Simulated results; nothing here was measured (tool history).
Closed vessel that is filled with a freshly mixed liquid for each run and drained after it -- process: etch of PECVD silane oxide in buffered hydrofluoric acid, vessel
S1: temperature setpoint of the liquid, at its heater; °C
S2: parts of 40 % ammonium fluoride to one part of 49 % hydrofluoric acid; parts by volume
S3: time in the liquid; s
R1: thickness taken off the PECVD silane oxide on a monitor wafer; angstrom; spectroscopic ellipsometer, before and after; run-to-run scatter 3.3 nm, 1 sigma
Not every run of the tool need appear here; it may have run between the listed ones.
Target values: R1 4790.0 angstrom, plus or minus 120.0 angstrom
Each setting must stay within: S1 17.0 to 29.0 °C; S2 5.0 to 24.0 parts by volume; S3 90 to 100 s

run,day,S1,S2,S3,R1
1,0.000,21.0,14.5,90,2277.1
2,0.112,24.5,14.5,90,2717.7
3,0.212,26.0,13.0,90,3295.3
4,0.446,28.0,13.0,90,3666.9
5,0.721,28.5,12.0,90,4095.2
6,1.025,28.5,12.0,90,4047.8
7,1.104,28.5,11.5,90,4168.1
8,1.483,28.5,11.0,90,4448.0

Below are 5 possible settings for the next run. Only one of them brings all results inside the allowed miss of their targets. Which is it?
A,1.862,29.0,9.5,90,?
B,1.862,22.5,7.5,100,?
C,1.862,28.0,9.5,95,?
D,1.862,27.5,12.5,100,?
E,1.862,27.0,9.0,90,?

move,R1
A,5174.2
B,5105.5
C,5180.1
D,4136.3
E,4813.4
A: moves the result that the last run missed by most past its target, out the other side
B: moves the result that the last run missed by most past its target, out the other side
C: moves the result that the last run missed by most past its target, out the other side
D: further off than the last run
E: meets every target
E meets every target.
